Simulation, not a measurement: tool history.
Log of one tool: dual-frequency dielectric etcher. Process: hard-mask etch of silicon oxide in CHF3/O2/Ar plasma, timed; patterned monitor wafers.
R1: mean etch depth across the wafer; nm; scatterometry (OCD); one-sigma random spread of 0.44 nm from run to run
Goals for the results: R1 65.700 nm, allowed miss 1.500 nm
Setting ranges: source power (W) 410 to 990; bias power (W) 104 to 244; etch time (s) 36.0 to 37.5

Run 1, day 0.000: source power (W) 700, bias power (W) 174, etch time (s) 36.0. Result: R1 79.614 nm.
Run 2, day 0.288: source power (W) 700, bias power (W) 174, etch time (s) 36.0. Result: R1 81.101 nm.
Run 3, day 0.596: source power (W) 700, bias power (W) 174, etch time (s) 36.0. Result: R1 80.432 nm.
Run 4, day 0.929: source power (W) 640, bias power (W) 166, etch time (s) 36.0. Result: R1 77.022 nm.
Run 5, day 1.012: source power (W) 750, bias power (W) 166, etch time (s) 36.0. Result: R1 80.785 nm.
Run 6, day 1.075: source power (W) 680, bias power (W) 156, etch time (s) 36.0. Result: R1 76.388 nm.
Run 7, day 1.292: source power (W) 630, bias power (W) 150, etch time (s) 36.0. Result: R1 73.590 nm.
At day 1.417: wet clean of the chamber.
Run 8, day 1.417: source power (W) 590, bias power (W) 147, etch time (s) 36.0. Result: R1 67.684 nm.
Run 9, day 1.725: source power (W) 580, bias power (W) 147, etch time (s) 36.0. Result: R1 67.507 nm.

Next run, 4 choices. One meets every target within its allowed miss, the rest don't. Which?
Run A, day 2.033: source power (W) 550, bias power (W) 154, etch time (s) 36.5. Result: R1 ?.
Run B, day 2.033: source power (W) 640, bias power (W) 145, etch time (s) 36.5. Result: R1 ?.
Run C, day 2.033: source power (W) 600, bias power (W) 138, etch time (s) 36.0. Result: R1 ?.
Run D, day 2.033: source power (W) 530, bias power (W) 152, etch time (s) 37.0. Result: R1 ?.

move      R1
   A  68.485
   B  70.336
   C  66.560
   D  68.225
A: its largest miss is bigger than the last run's
B: its largest miss is bigger than the last run's
C: all results in spec
D: its largest miss is bigger than the last run's
Go with C: it meets all targets.
